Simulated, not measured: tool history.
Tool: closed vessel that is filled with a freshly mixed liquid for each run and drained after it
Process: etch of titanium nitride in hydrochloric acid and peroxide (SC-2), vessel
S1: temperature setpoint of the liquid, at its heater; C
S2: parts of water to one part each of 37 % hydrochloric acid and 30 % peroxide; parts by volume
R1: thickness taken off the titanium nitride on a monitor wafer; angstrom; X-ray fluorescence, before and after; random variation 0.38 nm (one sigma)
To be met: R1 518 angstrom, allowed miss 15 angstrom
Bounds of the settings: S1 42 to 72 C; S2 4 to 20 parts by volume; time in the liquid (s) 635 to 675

{"run": 1, "hour": 0.0, "S1": 58, "S2": 11, "time in the liquid (s)": 635, "R1": 440.56}
{"run": 2, "hour": 1.1, "S1": 58.5, "S2": 11, "time in the liquid (s)": 635, "R1": 457.03}
{"run": 3, "hour": 8.2, "S1": 59, "S2": 11, "time in the liquid (s)": 635, "R1": 476.22}
{"run": 4, "hour": 13.6, "S1": 59, "S2": 13, "time in the liquid (s)": 635, "R1": 410.36}
{"run": 5, "hour": 17.4, "S1": 59.5, "S2": 13, "time in the liquid (s)": 635, "R1": 419.56}
{"run": 6, "hour": 22.4, "S1": 60, "S2": 13, "time in the liquid (s)": 635, "R1": 432.03}
{"run": 7, "hour": 28.3, "S1": 60.5, "S2": 13, "time in the liquid (s)": 635, "R1": 451.74}
{"run": 8, "hour": 29.7, "S1": 61, "S2": 13, "time in the liquid (s)": 635, "R1": 468.82}
{"run": 9, "hour": 32.0, "S1": 61, "S2": 13, "time in the liquid (s)": 635, "R1": 464.01}

Which of these 5 next moves meets every target?
{"run": "A", "hour": 34.3, "S1": 60.5, "S2": 12, "time in the liquid (s)": 675, "R1": "?"}
{"run": "B", "hour": 34.3, "S1": 61.5, "S2": 14, "time in the liquid (s)": 675, "R1": "?"}
{"run": "C", "hour": 34.3, "S1": 61.5, "S2": 17.5, "time in the liquid (s)": 670, "R1": "?"}
{"run": "D", "hour": 34.3, "S1": 58.5, "S2": 12, "time in the liquid (s)": 635, "R1": "?"}
{"run": "E", "hour": 34.3, "S1": 58, "S2": 13.5, "time in the liquid (s)": 655, "R1": "?"}

move=A R1=507.8
move=B R1=472.91
move=C R1=385.15
move=D R1=421.22
move=E R1=380.19
A: meets every target
B: nearer than the last run, and not there yet
C: further off than the last run
D: further off than the last run
E: further off than the last run
The right move is A.
